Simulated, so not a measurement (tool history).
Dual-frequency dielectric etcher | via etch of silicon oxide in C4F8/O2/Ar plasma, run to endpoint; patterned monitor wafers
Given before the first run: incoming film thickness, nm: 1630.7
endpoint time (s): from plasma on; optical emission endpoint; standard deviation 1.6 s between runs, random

run,hour,source power (W),bias power (W),endpoint time (s)
1,0,1520,2009,366.45
2,6.3,1520,1664,380
3,12.1,1520,1820,374.88
4,19.3,1590,1868,360.13
5,26.3,1640,1876,358.67
6,35.2,1510,1876,369.05
7,39.8,1580,1919,364.62
8,46.6,1640,1964,354.05
# hour 47.5: bias power generator calibrated
9,47.5,1690,1980,345.03
10,51.4,1990,2063,322.13
11,53,2010,2081,322.69

Run 12 comes next. What will it give?
12,57.2,2020,2108,?

endpoint time (s): 319.98

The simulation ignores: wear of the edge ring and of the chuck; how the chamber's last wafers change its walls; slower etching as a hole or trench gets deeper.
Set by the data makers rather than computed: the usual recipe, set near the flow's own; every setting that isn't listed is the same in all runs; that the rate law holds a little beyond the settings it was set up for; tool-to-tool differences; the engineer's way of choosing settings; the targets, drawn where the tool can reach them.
